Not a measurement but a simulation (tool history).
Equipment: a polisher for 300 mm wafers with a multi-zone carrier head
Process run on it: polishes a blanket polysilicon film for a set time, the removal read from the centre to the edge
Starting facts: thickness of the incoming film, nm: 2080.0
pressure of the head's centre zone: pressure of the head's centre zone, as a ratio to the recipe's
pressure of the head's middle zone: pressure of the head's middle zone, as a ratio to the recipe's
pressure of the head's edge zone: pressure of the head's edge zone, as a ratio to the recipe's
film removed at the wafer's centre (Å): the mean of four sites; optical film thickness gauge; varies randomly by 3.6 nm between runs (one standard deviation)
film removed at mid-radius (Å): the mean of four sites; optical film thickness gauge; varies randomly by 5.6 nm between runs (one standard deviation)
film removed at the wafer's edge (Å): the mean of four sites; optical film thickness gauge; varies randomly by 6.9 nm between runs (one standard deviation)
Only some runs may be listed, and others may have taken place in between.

run,hour,flow of slurry (ml/min),pressure of the head's centre zone,pressure of the head's middle zone,pressure of the head's edge zone,polishing time (s),film removed at the wafer's centre (Å),film removed at mid-radius (Å),film removed at the wafer's edge (Å)
1,0.0,220,1.00,1.00,1.00,62,4076.6,4176.2,4092.0
2,1.5,220,1.00,1.03,1.00,62,4102.5,4220.4,4093.0
3,6.2,220,1.00,1.03,1.00,56,3677.4,3815.2,3673.0
4,13.8,225,1.00,1.04,1.02,60,3971.8,4079.2,4008.0
5,14.8,225,1.00,1.05,1.03,64,4255.8,4464.4,4314.6
6,19.4,225,1.00,1.02,1.03,64,4250.6,4354.7,4320.6
7,25.4,230,1.00,1.04,1.05,66,4386.5,4534.2,4530.2
8,30.6,230,1.00,1.04,1.05,66,4356.0,4589.6,4519.7
9,34.6,235,1.01,1.05,1.07,68,4570.2,4709.5,4811.0

Expected results for the next run?
10,39.5,240,1.02,1.07,1.08,70,?,?,?

film removed at the wafer's centre (Å): 4796.2
film removed at mid-radius (Å): 4839.5
film removed at the wafer's edge (Å): 4864.0
